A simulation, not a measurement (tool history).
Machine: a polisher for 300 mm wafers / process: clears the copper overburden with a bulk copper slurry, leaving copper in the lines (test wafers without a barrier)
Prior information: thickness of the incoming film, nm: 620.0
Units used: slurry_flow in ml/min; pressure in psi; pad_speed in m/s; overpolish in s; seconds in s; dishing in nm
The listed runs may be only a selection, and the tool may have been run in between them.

run	hour	slurry_flow	pressure	pad_speed	slurry_solids	overpolish	seconds	dishing
1	0.0	120	1.7	1.28	1.0	10	93.973	35.192
2	5.4	120	1.7	1.28	1.2	10	89.005	35.434
3	7.2	120	1.7	1.28	1.2	7	90.179	28.235
4	12.9	120	1.8	1.28	1.2	8	83.973	32.071
5	15.3	120	1.9	1.28	1.2	8	78.730	34.212
6	18.0	120	1.9	1.28	1.2	10	80.234	39.518
7	24.5	120	2.0	1.28	1.2	10	76.788	41.119

Estimate the outcome of run 8 from the log above:
8	27.8	120	2.1	1.28	1.2	10	?	?

{"run 8": {"seconds": 75.422, "dishing": 43.462}}
